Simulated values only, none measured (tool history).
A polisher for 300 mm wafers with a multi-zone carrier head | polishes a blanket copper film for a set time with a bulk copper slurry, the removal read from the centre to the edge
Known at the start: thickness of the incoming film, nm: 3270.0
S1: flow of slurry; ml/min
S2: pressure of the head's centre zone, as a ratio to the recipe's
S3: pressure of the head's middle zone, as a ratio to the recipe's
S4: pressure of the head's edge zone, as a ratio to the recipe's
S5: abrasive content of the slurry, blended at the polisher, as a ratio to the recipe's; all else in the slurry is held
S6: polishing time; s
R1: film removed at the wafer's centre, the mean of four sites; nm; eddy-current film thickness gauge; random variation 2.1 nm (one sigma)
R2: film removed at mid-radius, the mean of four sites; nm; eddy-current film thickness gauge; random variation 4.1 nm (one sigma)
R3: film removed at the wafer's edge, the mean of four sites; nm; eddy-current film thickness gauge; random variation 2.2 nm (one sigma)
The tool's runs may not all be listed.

| run | hour | S1 | S2 | S3 | S4 | S5 | S6 | R1 | R2 | R3 |
|---|---|---|---|---|---|---|---|---|---|---|
| 1 | 0.0 | 225 | 1.00 | 1.00 | 1.00 | 1.00 | 41 | 310.38 | 308.94 | 316.58 |
| 2 | 3.7 | 225 | 1.00 | 1.00 | 1.00 | 1.00 | 46 | 345.70 | 358.27 | 356.43 |
| 3 | 4.9 | 225 | 1.00 | 1.00 | 1.00 | 1.10 | 46 | 351.17 | 355.50 | 367.69 |
| 4 | 5.8 | 225 | 1.00 | 1.00 | 0.97 | 1.10 | 46 | 359.22 | 360.67 | 359.13 |
| 5 | 13.0 | 225 | 1.00 | 1.00 | 0.97 | 1.10 | 53 | 406.57 | 400.80 | 420.21 |
| 6 | 20.9 | 215 | 0.96 | 0.98 | 0.96 | 1.00 | 53 | 384.58 | 388.52 | 402.33 |
| 7 | 28.8 | 205 | 0.93 | 0.97 | 0.97 | 0.90 | 52 | 348.73 | 363.54 | 381.14 |
| 8 | 36.9 | 155 | 0.83 | 0.91 | 0.87 | 0.65 | 51 | 263.14 | 302.15 | 316.84 |
| 9 | 45.9 | 155 | 0.83 | 0.91 | 0.87 | 0.65 | 51 | 264.69 | 305.98 | 317.79 |

Forecast run 10:
| 10 | 47.7 | 160 | 0.83 | 0.91 | 0.87 | 0.65 | 51 | ? | ? | ? |

R1: 265.19 nm
R2: 300.27 nm
R3: 317.99 nm

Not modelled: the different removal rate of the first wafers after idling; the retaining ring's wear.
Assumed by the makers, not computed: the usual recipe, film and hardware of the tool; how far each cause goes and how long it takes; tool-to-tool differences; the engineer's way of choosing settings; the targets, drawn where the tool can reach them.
